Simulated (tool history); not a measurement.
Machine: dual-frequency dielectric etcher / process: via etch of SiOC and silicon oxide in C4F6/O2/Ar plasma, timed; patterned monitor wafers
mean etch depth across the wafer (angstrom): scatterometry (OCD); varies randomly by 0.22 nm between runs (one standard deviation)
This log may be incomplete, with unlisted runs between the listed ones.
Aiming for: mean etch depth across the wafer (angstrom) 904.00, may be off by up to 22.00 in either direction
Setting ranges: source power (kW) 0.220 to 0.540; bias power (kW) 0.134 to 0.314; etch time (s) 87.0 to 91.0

run,hour,source power (kW),bias power (kW),etch time (s),mean etch depth across the wafer (angstrom)
1,0.0,0.380,0.224,87.0,1030.10
2,3.1,0.380,0.244,87.0,1053.20
3,9.7,0.380,0.244,91.0,1103.30
4,12.9,0.360,0.238,90.5,1056.00
5,16.1,0.360,0.200,90.5,1009.80
6,22.6,0.360,0.237,90.5,1057.20
7,24.4,0.340,0.235,90.5,1028.50
8,25.2,0.340,0.235,90.5,1022.10
9,31.6,0.330,0.234,90.5,1008.70
10,34.6,0.320,0.233,90.5,995.05
11,37.6,0.310,0.232,90.5,971.37
12,39.7,0.300,0.231,90.5,954.36
13,40.4,0.250,0.224,90.5,853.51

5 candidate next runs follow, results not yet known. Just one meets every target within its allowed miss. Identify it.
A,41.1,0.270,0.231,87.0,?
B,41.1,0.220,0.275,87.0,?
C,41.1,0.290,0.217,89.0,?
D,41.1,0.250,0.208,91.0,?
E,41.1,0.260,0.232,88.5,?

move,mean etch depth across the wafer (angstrom)
A,867.01
B,811.07
C,905.83
D,841.42
E,864.46
A: closer than the last run, but not yet in spec
B: moves away from the targets compared with the last run
C: each result inside its tolerance
D: moves away from the targets compared with the last run
E: closer than the last run, but not yet in spec
Correct choice: C, which meets every target
